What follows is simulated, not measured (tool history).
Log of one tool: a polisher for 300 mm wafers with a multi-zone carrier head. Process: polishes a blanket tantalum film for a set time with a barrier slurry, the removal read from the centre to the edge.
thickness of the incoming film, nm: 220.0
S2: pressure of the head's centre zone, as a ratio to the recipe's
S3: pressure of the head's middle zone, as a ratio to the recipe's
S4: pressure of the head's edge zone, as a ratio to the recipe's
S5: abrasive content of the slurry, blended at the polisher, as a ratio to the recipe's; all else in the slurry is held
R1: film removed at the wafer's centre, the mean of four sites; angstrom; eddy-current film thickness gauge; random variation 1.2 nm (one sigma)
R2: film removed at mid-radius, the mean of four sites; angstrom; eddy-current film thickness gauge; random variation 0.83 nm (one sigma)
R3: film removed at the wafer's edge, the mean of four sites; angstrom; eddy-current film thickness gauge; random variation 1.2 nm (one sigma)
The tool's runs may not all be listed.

{"run": 1, "hour": 0.0, "flow of slurry (ml/min)": 320, "S2": 1.0, "S3": 1.0, "S4": 1.0, "S5": 1.0, "polishing time (s)": 29, "R1": 722.09, "R2": 748.03, "R3": 689.95}
{"run": 2, "hour": 2.0, "flow of slurry (ml/min)": 320, "S2": 1.0, "S3": 1.0, "S4": 1.04, "S5": 1.0, "polishing time (s)": 29, "R1": 713.91, "R2": 744.41, "R3": 722.03}
{"run": 3, "hour": 6.0, "flow of slurry (ml/min)": 325, "S2": 1.05, "S3": 1.01, "S4": 1.05, "S5": 1.1, "polishing time (s)": 29, "R1": 780.65, "R2": 767.38, "R3": 754.43}
{"run": 4, "hour": 14.4, "flow of slurry (ml/min)": 325, "S2": 1.05, "S3": 1.01, "S4": 1.05, "S5": 1.1, "polishing time (s)": 25, "R1": 660.29, "R2": 666.6, "R3": 631.25}
{"run": 5, "hour": 16.2, "flow of slurry (ml/min)": 325, "S2": 1.05, "S3": 1.01, "S4": 1.05, "S5": 0.95, "polishing time (s)": 25, "R1": 648.65, "R2": 630.94, "R3": 620.59}
{"run": 6, "hour": 23.9, "flow of slurry (ml/min)": 325, "S2": 1.05, "S3": 1.01, "S4": 1.05, "S5": 0.95, "polishing time (s)": 21, "R1": 544.19, "R2": 537.49, "R3": 515.39}
{"run": 7, "hour": 25.8, "flow of slurry (ml/min)": 335, "S2": 1.09, "S3": 1.01, "S4": 1.06, "S5": 1.1, "polishing time (s)": 23, "R1": 659.68, "R2": 596.03, "R3": 603.82}

The next listed run, before its measurement:
{"run": 8, "hour": 33.2, "flow of slurry (ml/min)": 340, "S2": 1.12, "S3": 1.05, "S4": 1.08, "S5": 1.2, "polishing time (s)": 24, "R1": "?", "R2": "?", "R3": "?"}

{"run 8": {"R1": 691.49, "R2": 665.87, "R3": 633.9}}

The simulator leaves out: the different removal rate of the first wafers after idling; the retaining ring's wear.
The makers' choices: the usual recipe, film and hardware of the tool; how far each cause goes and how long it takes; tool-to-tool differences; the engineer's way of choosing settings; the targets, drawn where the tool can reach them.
